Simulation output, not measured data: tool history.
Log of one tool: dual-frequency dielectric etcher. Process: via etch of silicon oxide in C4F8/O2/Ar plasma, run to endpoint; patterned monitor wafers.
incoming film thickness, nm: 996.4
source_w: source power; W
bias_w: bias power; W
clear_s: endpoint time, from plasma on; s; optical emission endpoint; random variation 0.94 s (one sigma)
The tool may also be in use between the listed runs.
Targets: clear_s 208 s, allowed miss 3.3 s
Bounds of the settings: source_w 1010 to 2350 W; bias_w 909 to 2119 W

| run | day | source_w | bias_w | clear_s |
|---|---|---|---|---|
| 1 | 0 | 1680 | 1514 | 227.97 |
| 2 | 0.279 | 1530 | 1514 | 235.73 |
| 3 | 0.438 | 1610 | 1526 | 231.57 |
| 4 | 0.762 | 1680 | 1537 | 227.22 |
| 5 | 0.879 | 1740 | 1546 | 225.48 |
| 6 | 1.242 | 1800 | 1559 | 221.2 |
| 7 | 1.417 | 1840 | 1567 | 219.32 |
| 8 | 1.5 | 1880 | 1574 | 217.76 |
| 9 | 1.821 | 1910 | 1581 | 217.35 |
| 10 | 1.908 | 1950 | 1589 | 213.08 |
| 11 | 2.121 | 1970 | 1592 | 213.37 |
| 12 | 2.35 | 1990 | 1596 | 211.98 |

5 next moves are on the table. One of them brings every result within its allowed miss. Which?
| A | 2.579 | 2190 | 1798 | ? |
| B | 2.579 | 1860 | 1723 | ? |
| C | 2.579 | 1990 | 1488 | ? |
| D | 2.579 | 1860 | 1617 | ? |
| E | 2.579 | 2100 | 1531 | ? |

| move | clear_s |
|---|---|
| A | 199.7 |
| B | 214.31 |
| C | 213.73 |
| D | 216.56 |
| E | 208.36 |
A: takes the result that was furthest off past its target
B: further off than the last run
C: further off than the last run
D: further off than the last run
E: meets every target
Answer: E
